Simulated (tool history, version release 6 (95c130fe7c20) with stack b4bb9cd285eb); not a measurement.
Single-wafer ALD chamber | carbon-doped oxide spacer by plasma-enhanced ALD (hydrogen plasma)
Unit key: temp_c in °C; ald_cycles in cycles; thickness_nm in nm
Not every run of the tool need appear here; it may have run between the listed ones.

run 1 hour=0.0 | temp_c=420 ald_cycles=654 | thickness_nm=30.980
run 2 hour=4.3 | temp_c=411 ald_cycles=654 | thickness_nm=31.790
run 3 hour=8.0 | temp_c=412 ald_cycles=635 | thickness_nm=30.795
run 4 hour=9.9 | temp_c=413 ald_cycles=620 | thickness_nm=30.136
run 5 hour=19.0 | temp_c=413 ald_cycles=702 | thickness_nm=34.212
run 6 hour=24.3 | temp_c=420 ald_cycles=702 | thickness_nm=33.532

Run 7 comes next. What will it give?
run 7 hour=27.6 | temp_c=421 ald_cycles=675 | thickness_nm=?

Logged for run 7: thickness_nm 31.916 nm.

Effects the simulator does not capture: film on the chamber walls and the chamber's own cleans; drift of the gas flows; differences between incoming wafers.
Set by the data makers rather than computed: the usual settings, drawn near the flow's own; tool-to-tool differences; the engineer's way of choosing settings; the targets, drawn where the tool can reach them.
